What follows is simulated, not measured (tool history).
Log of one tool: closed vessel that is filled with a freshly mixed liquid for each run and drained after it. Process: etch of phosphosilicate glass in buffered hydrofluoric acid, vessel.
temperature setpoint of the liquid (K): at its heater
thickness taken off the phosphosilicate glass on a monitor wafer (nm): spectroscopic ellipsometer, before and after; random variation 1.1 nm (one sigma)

run	day	temperature setpoint of the liquid (K)	parts of 40 % ammonium fluoride to one part of 49 % hydrofluoric acid (parts by volume)	time in the liquid (s)	thickness taken off the phosphosilicate glass on a monitor wafer (nm)
1	0.000	293.15	7.5	35	156.22
2	0.229	293.15	5.5	35	205.37
3	0.271	293.15	7.0	35	168.61
4	0.650	292.65	7.5	35	148.95
5	0.750	292.65	7.5	30	129.58
6	0.817	292.65	9.5	30	103.86

Run 7 comes next. What will it give?
7	0.933	292.65	9.5	30	?

thickness taken off the phosphosilicate glass on a monitor wafer (nm): 104.68
